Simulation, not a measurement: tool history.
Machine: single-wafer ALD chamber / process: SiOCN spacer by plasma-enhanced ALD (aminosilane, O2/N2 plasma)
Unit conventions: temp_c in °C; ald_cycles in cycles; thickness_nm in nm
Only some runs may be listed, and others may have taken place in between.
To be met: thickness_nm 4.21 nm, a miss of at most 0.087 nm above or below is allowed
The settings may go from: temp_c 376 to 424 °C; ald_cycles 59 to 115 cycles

run,hour,temp_c,ald_cycles,thickness_nm
1,0,400,87,5.4364
2,8.3,400,85,5.2449
3,12.8,400,83,5.1342
4,19.1,400,81,5.0064
5,27.2,400,92,5.7337
6,32.1,391,92,5.6816
7,38.2,391,89,5.5012
8,47.3,391,87,5.3735
9,48.5,391,85,5.2787
10,55.7,391,83,5.1561
11,61.7,391,81,4.9392
12,69.4,391,80,4.9687
13,71.1,391,79,4.9016
14,77,391,78,4.811
15,81.1,393,65,4.0177

Which single option among these 4 for the next run brings every result within its allowed miss of target? Just one does.
A,85.2,402,65,?
B,85.2,399,65,?
C,85.2,395,68,?
D,85.2,386,62,?

move,thickness_nm
A,3.9763
B,4.0036
C,4.1884
D,3.8189
A: the biggest miss grows against the last run
B: the biggest miss grows against the last run
C: all results in spec
D: the biggest miss grows against the last run
C meets every target.

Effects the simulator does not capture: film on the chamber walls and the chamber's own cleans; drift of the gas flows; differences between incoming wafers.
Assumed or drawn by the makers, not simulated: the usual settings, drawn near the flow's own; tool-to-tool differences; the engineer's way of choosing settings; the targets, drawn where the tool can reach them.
